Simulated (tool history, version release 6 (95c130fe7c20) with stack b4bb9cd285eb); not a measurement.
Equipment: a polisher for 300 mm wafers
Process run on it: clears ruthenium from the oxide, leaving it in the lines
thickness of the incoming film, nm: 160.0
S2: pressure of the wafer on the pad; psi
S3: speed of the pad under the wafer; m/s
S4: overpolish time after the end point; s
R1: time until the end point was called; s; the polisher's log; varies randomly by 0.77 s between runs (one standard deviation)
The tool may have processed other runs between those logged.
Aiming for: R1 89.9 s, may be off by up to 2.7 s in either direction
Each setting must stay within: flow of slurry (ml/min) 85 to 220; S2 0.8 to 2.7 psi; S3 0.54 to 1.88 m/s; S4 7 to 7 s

{"run": 1, "hour": 0.0, "flow of slurry (ml/min)": 140, "S2": 1.7, "S3": 1.2, "S4": 7, "R1": 117.16}
{"run": 2, "hour": 1.1, "flow of slurry (ml/min)": 140, "S2": 1.5, "S3": 1.2, "S4": 7, "R1": 133.31}
{"run": 3, "hour": 4.4, "flow of slurry (ml/min)": 150, "S2": 1.6, "S3": 1.2, "S4": 7, "R1": 124.29}
{"run": 4, "hour": 7.6, "flow of slurry (ml/min)": 150, "S2": 1.7, "S3": 1.2, "S4": 7, "R1": 118.32}
{"run": 5, "hour": 11.8, "flow of slurry (ml/min)": 150, "S2": 1.7, "S3": 1.4, "S4": 7, "R1": 101.09}
{"run": 6, "hour": 17.7, "flow of slurry (ml/min)": 150, "S2": 1.5, "S3": 1.4, "S4": 7, "R1": 113.82}
{"run": 7, "hour": 20.9, "flow of slurry (ml/min)": 150, "S2": 1.6, "S3": 1.4, "S4": 7, "R1": 107.93}
{"run": 8, "hour": 22.4, "flow of slurry (ml/min)": 150, "S2": 1.7, "S3": 1.4, "S4": 7, "R1": 101.38}
{"run": 9, "hour": 27.0, "flow of slurry (ml/min)": 150, "S2": 1.8, "S3": 1.4, "S4": 7, "R1": 95.074}

Of the 5 settings listed for the next run, only one would bring every result within its allowed miss of target. Which one?
{"run": "A", "hour": 31.6, "flow of slurry (ml/min)": 155, "S2": 1.7, "S3": 1.48, "S4": 7, "R1": "?"}
{"run": "B", "hour": 31.6, "flow of slurry (ml/min)": 140, "S2": 1.5, "S3": 1.54, "S4": 7, "R1": "?"}
{"run": "C", "hour": 31.6, "flow of slurry (ml/min)": 155, "S2": 1.9, "S3": 1.54, "S4": 7, "R1": "?"}
{"run": "D", "hour": 31.6, "flow of slurry (ml/min)": 140, "S2": 1.8, "S3": 1.62, "S4": 7, "R1": "?"}
{"run": "E", "hour": 31.6, "flow of slurry (ml/min)": 190, "S2": 1.8, "S3": 1.42, "S4": 7, "R1": "?"}

move=A R1=94.354
move=B R1=104.65
move=C R1=81.641
move=D R1=83.687
move=E R1=89.76
A: moves toward the targets from the last run without getting all of them in spec
B: further off than the last run
C: takes the result that was furthest off past its target
D: takes the result that was furthest off past its target
E: all results in spec
The right move is E.

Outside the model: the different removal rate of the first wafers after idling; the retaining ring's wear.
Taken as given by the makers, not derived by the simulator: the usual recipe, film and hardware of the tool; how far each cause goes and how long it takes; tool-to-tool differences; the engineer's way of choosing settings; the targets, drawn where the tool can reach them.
